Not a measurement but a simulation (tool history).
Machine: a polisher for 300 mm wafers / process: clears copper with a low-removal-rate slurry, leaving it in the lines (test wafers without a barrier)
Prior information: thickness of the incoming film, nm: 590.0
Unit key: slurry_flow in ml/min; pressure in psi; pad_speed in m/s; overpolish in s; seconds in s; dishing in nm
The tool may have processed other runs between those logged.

run 1 hour=0.0 | slurry_flow=295 pressure=3.5 pad_speed=1.32 slurry_solids=1.00 overpolish=21 | seconds=117.57 dishing=73.366
run 2 hour=0.6 | slurry_flow=285 pressure=2.9 pad_speed=1.14 slurry_solids=0.95 overpolish=16 | seconds=159.22 dishing=44.790
run 3 hour=1.6 | slurry_flow=285 pressure=2.9 pad_speed=1.14 slurry_solids=1.10 overpolish=16 | seconds=152.75 dishing=46.118
run 4 hour=8.4 | slurry_flow=285 pressure=2.9 pad_speed=0.98 slurry_solids=1.10 overpolish=16 | seconds=177.48 dishing=41.753
run 5 hour=9.6 | slurry_flow=285 pressure=2.9 pad_speed=1.12 slurry_solids=1.10 overpolish=16 | seconds=156.49 dishing=45.576
run 6 hour=18.2 | slurry_flow=285 pressure=2.9 pad_speed=1.12 slurry_solids=1.10 overpolish=22 | seconds=155.43 dishing=58.026
run 7 hour=25.9 | slurry_flow=250 pressure=2.5 pad_speed=1.02 slurry_solids=1.05 overpolish=17 | seconds=200.20 dishing=37.820

What does the tool deliver on the next run?
run 8 hour=34.2 | slurry_flow=245 pressure=2.2 pad_speed=0.96 slurry_solids=1.05 overpolish=13 | seconds=? dishing=?

seconds: 241.92 s
dishing: 25.399 nm
